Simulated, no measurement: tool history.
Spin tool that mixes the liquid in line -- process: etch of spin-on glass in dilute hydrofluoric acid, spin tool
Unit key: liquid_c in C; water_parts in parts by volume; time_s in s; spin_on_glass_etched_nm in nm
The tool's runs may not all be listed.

run	hour	liquid_c	water_parts	time_s	spin_on_glass_etched_nm
1	0	20	115	45	9.0067
2	4.6	20	115	45	8.9648
3	9.8	19.5	125	45	8.121
4	15.8	19	135	45	7.1899
5	20.6	20	135	45	7.5698
6	22.8	19.5	140	45	7.0473
7	28.3	19	145	45	6.5885
8	31.5	18.5	150	45	6.2661

For run 9, what comes out?
9	35.3	18	155	45	?

spin_on_glass_etched_nm: 5.9217 nm

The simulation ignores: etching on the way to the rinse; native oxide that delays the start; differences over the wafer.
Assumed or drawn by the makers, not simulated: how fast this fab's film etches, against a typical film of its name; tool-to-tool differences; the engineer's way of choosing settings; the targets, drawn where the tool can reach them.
